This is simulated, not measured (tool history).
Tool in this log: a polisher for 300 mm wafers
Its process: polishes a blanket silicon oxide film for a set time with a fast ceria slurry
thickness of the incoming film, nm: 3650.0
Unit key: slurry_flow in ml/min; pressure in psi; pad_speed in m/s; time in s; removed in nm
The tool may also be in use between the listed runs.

run 1 hour=0.0 | slurry_flow=280 pressure=3.3 pad_speed=0.80 time=23 | removed=323.17
run 2 hour=7.4 | slurry_flow=280 pressure=3.3 pad_speed=0.98 time=23 | removed=391.84
run 3 hour=9.4 | slurry_flow=315 pressure=3.3 pad_speed=0.98 time=23 | removed=400.16
run 4 hour=13.0 | slurry_flow=315 pressure=3.1 pad_speed=0.94 time=23 | removed=355.32
run 5 hour=14.1 | slurry_flow=285 pressure=3.1 pad_speed=0.94 time=23 | removed=351.86
-- hour=20.6 slurry nozzle cleaned
run 6 hour=20.6 | slurry_flow=285 pressure=2.9 pad_speed=0.92 time=23 | removed=328.12
run 7 hour=26.3 | slurry_flow=285 pressure=2.8 pad_speed=0.88 time=23 | removed=309.71
run 8 hour=32.0 | slurry_flow=285 pressure=2.7 pad_speed=0.84 time=23 | removed=285.65

Run 9 comes next. What will it give?
run 9 hour=33.8 | slurry_flow=285 pressure=2.6 pad_speed=0.82 time=23 | removed=?

Logged for run 9: removed 267.17 nm.

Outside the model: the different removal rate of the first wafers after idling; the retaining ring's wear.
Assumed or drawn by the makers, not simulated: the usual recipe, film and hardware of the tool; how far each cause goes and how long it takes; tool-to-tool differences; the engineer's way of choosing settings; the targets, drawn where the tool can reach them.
